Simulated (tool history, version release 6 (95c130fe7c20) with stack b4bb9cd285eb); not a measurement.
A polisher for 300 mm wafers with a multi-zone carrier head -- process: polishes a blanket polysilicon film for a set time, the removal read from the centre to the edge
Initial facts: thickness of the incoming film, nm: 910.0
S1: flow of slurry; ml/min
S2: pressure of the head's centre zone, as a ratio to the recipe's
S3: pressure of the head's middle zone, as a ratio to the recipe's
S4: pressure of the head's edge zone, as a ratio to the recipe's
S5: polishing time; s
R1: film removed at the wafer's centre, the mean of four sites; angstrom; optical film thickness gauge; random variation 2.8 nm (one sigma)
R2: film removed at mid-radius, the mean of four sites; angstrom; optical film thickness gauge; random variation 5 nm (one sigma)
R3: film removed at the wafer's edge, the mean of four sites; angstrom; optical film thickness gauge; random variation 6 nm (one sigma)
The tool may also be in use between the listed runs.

run  hour   S1    S2    S3    S4  S5      R1      R2      R3
  1   0.0  145  1.00  1.00  1.00  35  3858.7  3856.5  3828.3
  2   6.7  160  1.00  1.00  1.00  35  3947.0  3916.1  3973.6
  3  15.1  160  1.00  1.00  1.00  44  4942.1  4933.6  5057.0
  4  18.5  160  1.00  1.00  1.00  50  5681.7  5551.9  5661.9
  5  20.8  160  1.00  1.08  1.00  50  5635.6  5905.7  5650.9
  6  29.1  140  1.00  1.03  0.96  48  5353.3  5343.9  5137.2
  7  35.1  140  1.00  1.03  0.96  48  5317.6  5450.5  5231.7

Estimate the outcome of run 8 from the log above:
  8  42.1  130  1.00  0.99  0.94  46   ?   ?   ?

{"run 8": {"R1": 4994.6, "R2": 4940.4, "R3": 5020.7}}

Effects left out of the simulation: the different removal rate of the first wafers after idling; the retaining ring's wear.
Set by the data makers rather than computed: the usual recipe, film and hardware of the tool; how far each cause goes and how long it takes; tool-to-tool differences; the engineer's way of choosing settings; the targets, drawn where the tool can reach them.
